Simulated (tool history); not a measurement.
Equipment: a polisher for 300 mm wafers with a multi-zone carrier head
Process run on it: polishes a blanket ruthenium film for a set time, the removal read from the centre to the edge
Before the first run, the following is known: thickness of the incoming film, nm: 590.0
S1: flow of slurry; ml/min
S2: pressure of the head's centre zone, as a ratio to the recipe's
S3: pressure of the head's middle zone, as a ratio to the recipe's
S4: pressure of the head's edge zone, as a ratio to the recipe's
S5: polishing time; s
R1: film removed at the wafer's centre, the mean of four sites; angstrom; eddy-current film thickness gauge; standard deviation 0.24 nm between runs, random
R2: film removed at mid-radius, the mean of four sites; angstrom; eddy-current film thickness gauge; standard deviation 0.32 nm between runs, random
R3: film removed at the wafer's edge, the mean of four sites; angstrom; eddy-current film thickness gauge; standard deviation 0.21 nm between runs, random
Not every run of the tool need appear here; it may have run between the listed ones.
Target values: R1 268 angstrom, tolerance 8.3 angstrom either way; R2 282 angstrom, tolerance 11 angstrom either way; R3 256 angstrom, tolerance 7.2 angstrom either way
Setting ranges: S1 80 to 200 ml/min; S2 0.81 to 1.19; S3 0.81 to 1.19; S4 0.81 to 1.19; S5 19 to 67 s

run,day,S1,S2,S3,S4,S5,R1,R2,R3
1,0,130,1,1,1,43,336.58,338.35,339.06
2,0.112,125,1,1,0.97,41,313.73,328.19,316.51
3,0.367,125,1.07,1,0.97,41,335.55,324.73,317.37
4,0.588,125,1.07,1,1,41,340.81,320.38,325.34
5,0.738,150,1.07,1,1,41,354.79,334.14,329.99
6,0.921,145,1.06,0.99,0.97,40,338.65,321.4,315.21
7,1.167,140,1.05,0.98,0.94,39,326.62,312.82,303.18
8,1.238,105,0.98,0.99,0.84,35,249.45,263.91,242.32
9,1.367,110,0.98,0.99,0.84,35,255.19,264.06,249.06
10,1.646,115,0.98,1,0.84,35,256.73,269.95,250.79

Next run, 5 choices. One meets every target within its allowed miss, the rest don't. Which?
A,1.925,145,1.12,1.11,0.81,32,?,?,?
B,1.925,110,0.97,0.95,0.86,38,?,?,?
C,1.925,100,0.95,1.04,0.85,37,?,?,?
D,1.925,95,1,1.01,0.81,38,?,?,?
E,1.925,115,0.95,1.07,0.9,38,?,?,?

move,R1,R2,R3
A,284.44,284.24,231.55
B,270.04,284.61,269.64
C,249.06,285.63,255.84
D,264.02,282.79,254.39
E,268.44,311.67,277.3
A: the result that was furthest off in the last run now lies on the other side of its target
B: gets the furthest-off result to its target, but another result is out of tolerance
C: its largest miss is bigger than the last run's
D: meets every target
E: gets the furthest-off result to its target, but another result is out of tolerance
The move that meets every target is D.

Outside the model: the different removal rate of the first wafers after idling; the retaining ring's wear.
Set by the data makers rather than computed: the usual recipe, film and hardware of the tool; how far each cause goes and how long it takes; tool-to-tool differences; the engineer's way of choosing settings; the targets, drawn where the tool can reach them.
